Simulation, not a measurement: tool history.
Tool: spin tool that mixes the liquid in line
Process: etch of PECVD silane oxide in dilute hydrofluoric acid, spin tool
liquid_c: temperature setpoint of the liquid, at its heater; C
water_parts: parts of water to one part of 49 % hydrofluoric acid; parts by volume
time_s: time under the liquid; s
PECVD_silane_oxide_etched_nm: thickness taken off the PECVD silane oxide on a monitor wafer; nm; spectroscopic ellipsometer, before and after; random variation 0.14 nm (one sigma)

run,day,liquid_c,water_parts,time_s,PECVD_silane_oxide_etched_nm
1,0.000,24.0,170,190,22.579
2,0.192,24.0,170,200,23.676
3,0.225,24.0,210,200,18.420
4,0.542,24.0,230,200,16.613
5,0.575,25.5,230,200,17.348
6,0.729,25.5,230,190,16.509
7,0.858,27.5,215,190,19.382
8,1.229,29.0,205,190,21.655
9,1.342,29.0,205,190,21.547
10,1.508,30.0,195,190,23.797

Run 11 comes next. What will it give?
11,1.692,30.5,190,190,?

Run 11 gave PECVD_silane_oxide_etched_nm 25.144 nm.
